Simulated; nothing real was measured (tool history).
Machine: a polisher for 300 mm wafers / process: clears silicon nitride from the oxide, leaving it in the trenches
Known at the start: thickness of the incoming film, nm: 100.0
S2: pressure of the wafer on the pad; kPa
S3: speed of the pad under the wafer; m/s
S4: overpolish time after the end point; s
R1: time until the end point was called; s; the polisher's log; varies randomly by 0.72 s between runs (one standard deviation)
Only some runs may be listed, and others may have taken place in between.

run 1 hour=0.0 | flow_of_slurry_(ml/min)=230 S2=20.0 S3=0.80 S4=21 | R1=137.710
run 2 hour=1.0 | flow_of_slurry_(ml/min)=230 S2=22.1 S3=0.82 S4=21 | R1=124.060
run 3 hour=4.9 | flow_of_slurry_(ml/min)=230 S2=22.1 S3=0.82 S4=23 | R1=122.960
run 4 hour=9.2 | flow_of_slurry_(ml/min)=230 S2=22.1 S3=0.96 S4=23 | R1=105.260
run 5 hour=13.3 | flow_of_slurry_(ml/min)=230 S2=22.1 S3=0.96 S4=23 | R1=105.860
-- hour=22.0 worn pad replaced by a new one
run 6 hour=22.0 | flow_of_slurry_(ml/min)=230 S2=22.1 S3=0.96 S4=21 | R1=98.322
run 7 hour=29.4 | flow_of_slurry_(ml/min)=230 S2=23.4 S3=0.96 S4=21 | R1=95.214
run 8 hour=35.1 | flow_of_slurry_(ml/min)=230 S2=24.1 S3=0.96 S4=21 | R1=91.149

Estimate the outcome of run 9 from the log above:
run 9 hour=39.0 | flow_of_slurry_(ml/min)=230 S2=24.8 S3=0.96 S4=21 | R1=?

R1: 87.695 s
